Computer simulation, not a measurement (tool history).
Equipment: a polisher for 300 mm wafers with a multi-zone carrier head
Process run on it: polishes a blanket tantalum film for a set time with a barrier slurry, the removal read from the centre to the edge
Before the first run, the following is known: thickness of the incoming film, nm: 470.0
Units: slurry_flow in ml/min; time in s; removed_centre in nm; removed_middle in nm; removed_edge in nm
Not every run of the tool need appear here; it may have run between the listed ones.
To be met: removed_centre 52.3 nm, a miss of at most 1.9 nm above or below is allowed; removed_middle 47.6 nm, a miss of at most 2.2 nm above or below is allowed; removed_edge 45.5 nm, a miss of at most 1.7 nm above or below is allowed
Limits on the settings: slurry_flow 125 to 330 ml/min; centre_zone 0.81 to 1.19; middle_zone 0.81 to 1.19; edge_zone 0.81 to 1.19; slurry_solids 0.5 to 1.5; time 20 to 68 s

run	hour	slurry_flow	centre_zone	middle_zone	edge_zone	slurry_solids	time	removed_centre	removed_middle	removed_edge
1	0	210	1	1	1	1	44	54.572	53.989	54.61
2	3	240	1	1	1	1	44	55.474	54.517	54.828
3	6.9	240	1	1	1.07	1	44	54.385	54.499	56.827
4	14.7	240	1	1	1.14	1	44	56.397	56.276	57.45
5	17.9	235	1.04	1.02	1.11	0.85	43	54.684	50.92	54.31
6	26	240	1.07	1.07	1.04	0.8	42	54.099	52.883	51.456
7	34.5	240	1.08	1.06	0.99	0.75	42	53.204	51.06	48.236
8	35.1	235	1.08	1.04	0.97	0.75	42	53.39	50.956	47.925
9	43.2	230	1.08	1.02	0.96	0.75	42	54.715	48.702	47.482
10	48.9	230	1.07	1.02	0.95	0.75	42	53.6	50.497	47.83

Which of these 4 next moves meets every target?
A	54.6	210	1.12	1.05	0.97	1	37	?	?	?
B	54.6	215	1.05	1.08	0.95	0.6	46	?	?	?
C	54.6	225	1.05	0.97	0.97	0.7	43	?	?	?
D	54.6	305	1.17	1.01	0.93	0.95	38	?	?	?

move	removed_centre	removed_middle	removed_edge
A	52.214	47.695	45.107
B	54.458	54.18	49.636
C	52.993	48.797	48.782
D	57.789	48.91	46.236
A: all results in spec
B: misses by more than the last run did
C: misses by more than the last run did
D: gets the furthest-off result to its target, but another result is out of tolerance
The move that meets every target is A.

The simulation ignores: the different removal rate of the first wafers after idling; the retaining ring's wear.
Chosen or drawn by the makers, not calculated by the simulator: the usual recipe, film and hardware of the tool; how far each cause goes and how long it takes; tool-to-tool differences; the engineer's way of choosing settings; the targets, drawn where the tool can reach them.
